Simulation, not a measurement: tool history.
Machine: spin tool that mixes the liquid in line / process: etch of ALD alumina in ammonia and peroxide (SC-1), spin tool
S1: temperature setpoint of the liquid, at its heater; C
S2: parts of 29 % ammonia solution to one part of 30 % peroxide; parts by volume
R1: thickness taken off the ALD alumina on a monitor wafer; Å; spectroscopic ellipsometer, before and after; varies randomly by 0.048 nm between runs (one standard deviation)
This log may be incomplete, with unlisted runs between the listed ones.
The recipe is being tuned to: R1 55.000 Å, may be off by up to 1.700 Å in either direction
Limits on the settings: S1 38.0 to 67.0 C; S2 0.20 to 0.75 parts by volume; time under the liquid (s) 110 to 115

run 1 hour=0.0 | S1=51.0 S2=0.45 time_under_the_liquid_(s)=110 | R1=87.294
run 2 hour=7.9 | S1=49.0 S2=0.45 time_under_the_liquid_(s)=110 | R1=80.051
run 3 hour=15.4 | S1=47.0 S2=0.45 time_under_the_liquid_(s)=110 | R1=71.090
run 4 hour=20.5 | S1=47.0 S2=0.35 time_under_the_liquid_(s)=110 | R1=69.727
run 5 hour=22.3 | S1=51.5 S2=0.35 time_under_the_liquid_(s)=110 | R1=87.626
run 6 hour=27.8 | S1=49.5 S2=0.35 time_under_the_liquid_(s)=110 | R1=78.464
run 7 hour=33.9 | S1=42.0 S2=0.35 time_under_the_liquid_(s)=110 | R1=52.392
run 8 hour=35.3 | S1=42.0 S2=0.35 time_under_the_liquid_(s)=110 | R1=52.208

Below are 5 possible settings for the next run. Only one of them brings all results inside the allowed miss of their targets. Which is it?
run A hour=36.7 | S1=40.5 S2=0.35 time_under_the_liquid_(s)=110 | R1=?
run B hour=36.7 | S1=40.5 S2=0.40 time_under_the_liquid_(s)=115 | R1=?
run C hour=36.7 | S1=41.0 S2=0.35 time_under_the_liquid_(s)=110 | R1=?
run D hour=36.7 | S1=40.5 S2=0.40 time_under_the_liquid_(s)=110 | R1=?
run E hour=36.7 | S1=43.0 S2=0.35 time_under_the_liquid_(s)=110 | R1=?

move=A R1=47.707
move=B R1=50.516
move=C R1=49.144
move=D R1=48.320
move=E R1=55.279
A: lands further from the targets than the last run did
B: lands further from the targets than the last run did
C: lands further from the targets than the last run did
D: lands further from the targets than the last run did
E: all results land within tolerance of their targets
Correct choice: E, which meets every target
